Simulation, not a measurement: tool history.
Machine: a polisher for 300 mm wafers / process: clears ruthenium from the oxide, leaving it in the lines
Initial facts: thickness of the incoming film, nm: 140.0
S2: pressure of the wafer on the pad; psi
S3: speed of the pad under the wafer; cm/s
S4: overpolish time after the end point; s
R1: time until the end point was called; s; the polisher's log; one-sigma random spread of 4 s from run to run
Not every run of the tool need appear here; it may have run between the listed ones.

{"run": 1, "day": 0.0, "flow of slurry (ml/min)": 140, "S2": 2.5, "S3": 86, "S4": 8, "R1": 133.21}
{"run": 2, "day": 0.146, "flow of slurry (ml/min)": 140, "S2": 2.5, "S3": 86, "S4": 6, "R1": 133.04}
{"run": 3, "day": 0.396, "flow of slurry (ml/min)": 140, "S2": 2.5, "S3": 74, "S4": 6, "R1": 149.58}
{"run": 4, "day": 0.538, "flow of slurry (ml/min)": 105, "S2": 2.5, "S3": 74, "S4": 6, "R1": 161.68}
{"run": 5, "day": 0.596, "flow of slurry (ml/min)": 100, "S2": 2.2, "S3": 70, "S4": 6, "R1": 195.1}
{"run": 6, "day": 0.871, "flow of slurry (ml/min)": 85, "S2": 2.2, "S3": 70, "S4": 6, "R1": 205.63}
{"run": 7, "day": 1.046, "flow of slurry (ml/min)": 85, "S2": 2.0, "S3": 70, "S4": 6, "R1": 213.83}
{"run": 8, "day": 1.233, "flow of slurry (ml/min)": 85, "S2": 1.8, "S3": 68, "S4": 6, "R1": 243.29}
{"run": 9, "day": 1.471, "flow of slurry (ml/min)": 85, "S2": 1.7, "S3": 66, "S4": 6, "R1": 265.67}
{"run": 10, "day": 1.7, "flow of slurry (ml/min)": 85, "S2": 1.6, "S3": 66, "S4": 6, "R1": 277.98}
{"run": 11, "day": 1.917, "flow of slurry (ml/min)": 85, "S2": 1.5, "S3": 66, "S4": 6, "R1": 290.81}

Run 12, settings as shown, results not yet in. Your forecast:
{"run": 12, "day": 1.958, "flow of slurry (ml/min)": 85, "S2": 1.4, "S3": 66, "S4": 6, "R1": "?"}

{"run 12": {"R1": 304.47}}

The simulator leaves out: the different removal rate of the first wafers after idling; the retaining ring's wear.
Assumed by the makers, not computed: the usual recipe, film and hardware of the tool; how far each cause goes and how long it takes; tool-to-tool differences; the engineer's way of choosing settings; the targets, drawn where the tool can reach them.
